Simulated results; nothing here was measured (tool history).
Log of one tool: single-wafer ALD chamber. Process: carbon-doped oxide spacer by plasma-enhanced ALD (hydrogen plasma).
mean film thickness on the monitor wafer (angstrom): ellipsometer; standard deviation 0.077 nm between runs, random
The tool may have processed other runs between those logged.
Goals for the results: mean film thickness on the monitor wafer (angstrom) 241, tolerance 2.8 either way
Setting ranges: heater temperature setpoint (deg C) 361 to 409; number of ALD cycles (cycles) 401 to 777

| run | hour | heater temperature setpoint (deg C) | number of ALD cycles (cycles) | mean film thickness on the monitor wafer (angstrom) |
|---|---|---|---|---|
| 1 | 0 | 385 | 589 | 260.79 |
| 2 | 3.7 | 385 | 582 | 256.78 |
| 3 | 12 | 385 | 577 | 255.48 |
| 4 | 16.7 | 378 | 577 | 255.42 |
| 5 | 25.3 | 373 | 577 | 254.21 |
| 6 | 32.7 | 367 | 577 | 254.86 |
| 7 | 35.9 | 367 | 572 | 253.63 |
| 8 | 45.2 | 367 | 568 | 251.1 |
| 9 | 53.6 | 367 | 565 | 248.89 |
| 10 | 56.8 | 367 | 562 | 249.74 |
| 11 | 61.4 | 367 | 559 | 247.47 |
| 12 | 68.2 | 367 | 557 | 246.01 |
| 13 | 70.8 | 367 | 555 | 244.56 |

Exercise: of the 4 proposed moves below, exactly one satisfies all targets within the stated allowed misses. Which move is it?
| A | 73.4 | 372 | 561 | ? |
| B | 73.4 | 371 | 530 | ? |
| C | 73.4 | 364 | 530 | ? |
| D | 73.4 | 362 | 546 | ? |

| move | mean film thickness on the monitor wafer (angstrom) |
|---|---|
| A | 248.53 |
| B | 234.8 |
| C | 234.8 |
| D | 241.89 |
A: lands further from the targets than the last run did
B: the result that was furthest off in the last run now lies on the other side of its target
C: the result that was furthest off in the last run now lies on the other side of its target
D: in spec on every target
The move that meets every target is D.
